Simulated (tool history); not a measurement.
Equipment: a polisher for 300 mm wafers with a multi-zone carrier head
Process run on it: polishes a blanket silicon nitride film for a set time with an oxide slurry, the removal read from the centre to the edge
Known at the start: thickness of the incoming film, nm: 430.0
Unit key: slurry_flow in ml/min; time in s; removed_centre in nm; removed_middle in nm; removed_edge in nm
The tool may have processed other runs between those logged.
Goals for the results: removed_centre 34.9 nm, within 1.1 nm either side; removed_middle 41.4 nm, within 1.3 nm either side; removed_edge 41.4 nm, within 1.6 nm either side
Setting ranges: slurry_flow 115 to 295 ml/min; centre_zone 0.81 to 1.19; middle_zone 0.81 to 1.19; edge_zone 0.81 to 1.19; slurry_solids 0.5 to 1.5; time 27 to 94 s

run,day,slurry_flow,centre_zone,middle_zone,edge_zone,slurry_solids,time,removed_centre,removed_middle,removed_edge
1,0,190,1,1,1,1,60,31.613,33.223,34.377
2,0.246,190,1,1,1.05,1,60,32.19,33.115,35.163
3,0.329,210,1,1,1.05,1,60,32.914,33.37,35.471
4,0.654,210,0.92,1,1.05,1,60,29.343,33.587,35.782
5,0.858,215,0.93,1.03,1.07,1.05,60,31.266,35.528,37.279
6,1.146,215,0.98,1.03,1.07,1.05,60,32.141,35.695,37.393
7,1.379,225,0.99,1.05,1.08,1.05,60,33.088,36.335,37.918
# day 1.512: edge zone pressure recalibrated
8,1.512,235,0.99,1.07,1.09,1.05,60,33.352,37.459,36.608

Which single option among these 5 for the next run brings every result within its allowed miss of target? Just one does.
A,1.646,195,0.98,0.95,1.16,1.3,60,?,?,?
B,1.646,175,1,0.9,1.11,1.35,59,?,?,?
C,1.646,180,0.95,1.09,1.11,1.4,60,?,?,?
D,1.646,270,1.04,1.17,1.01,1,52,?,?,?
E,1.646,185,0.82,1.07,1.19,1.25,63,?,?,?

move,removed_centre,removed_middle,removed_edge
A,36.145,36.551,40.996
B,36.112,34.291,39.556
C,35.678,41.856,40.914
D,30.517,34.479,29.802
E,30.854,41.335,42.486
A: moves away from the targets compared with the last run
B: moves away from the targets compared with the last run
C: all results in spec
D: moves away from the targets compared with the last run
E: brings the last run's worst result on target, with another outside its allowed miss
The right move is C.
